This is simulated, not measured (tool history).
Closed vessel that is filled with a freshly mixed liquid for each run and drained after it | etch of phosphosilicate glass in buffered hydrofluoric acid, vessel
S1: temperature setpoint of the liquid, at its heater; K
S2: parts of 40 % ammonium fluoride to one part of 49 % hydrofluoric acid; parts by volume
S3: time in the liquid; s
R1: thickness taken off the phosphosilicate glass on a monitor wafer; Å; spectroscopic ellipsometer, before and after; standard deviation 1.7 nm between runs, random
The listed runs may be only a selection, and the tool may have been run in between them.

Run 1, hour 0: S1 298.15 K, S2 20 parts by volume, S3 85 s. Result: R1 2971.4 Å.
Run 2, hour 3.5: S1 296.65 K, S2 20 parts by volume, S3 85 s. Result: R1 2735 Å.
Run 3, hour 4.4: S1 296.65 K, S2 24 parts by volume, S3 85 s. Result: R1 2427.2 Å.
Run 4, hour 13.3: S1 293.65 K, S2 24 parts by volume, S3 85 s. Result: R1 2044.5 Å.
Run 5, hour 17.2: S1 293.65 K, S2 29 parts by volume, S3 85 s. Result: R1 1768 Å.
Run 6, hour 18.5: S1 295.65 K, S2 27.5 parts by volume, S3 85 s. Result: R1 2091.4 Å.
Run 7, hour 23.5: S1 297.15 K, S2 26.5 parts by volume, S3 85 s. Result: R1 2310.4 Å.
Run 8, hour 29.3: S1 301.15 K, S2 20 parts by volume, S3 85 s. Result: R1 3480 Å.

Predict the results of run 9:
Run 9, hour 32.5: S1 301.65 K, S2 20 parts by volume, S3 85 s. Result: R1 ?.

Logged for run 9: R1 3573.7 Å.
